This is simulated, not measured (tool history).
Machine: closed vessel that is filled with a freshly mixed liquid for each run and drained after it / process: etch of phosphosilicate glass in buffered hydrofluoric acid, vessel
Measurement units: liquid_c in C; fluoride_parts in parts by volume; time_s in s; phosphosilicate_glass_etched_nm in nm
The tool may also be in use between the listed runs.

run,hour,liquid_c,fluoride_parts,time_s,phosphosilicate_glass_etched_nm
1,0.0,20.0,11.0,100,551.73
2,7.7,21.0,10.5,100,613.65
3,15.0,21.0,9.0,100,681.46
4,21.8,21.5,8.5,100,737.62
5,28.4,21.5,8.5,110,818.56
6,33.1,21.5,11.5,110,624.38
7,38.3,22.0,11.0,110,672.50
8,47.2,22.5,10.5,110,722.65

Forecast run 9:
9,54.9,23.0,10.0,110,?

phosphosilicate_glass_etched_nm: 769.79 nm
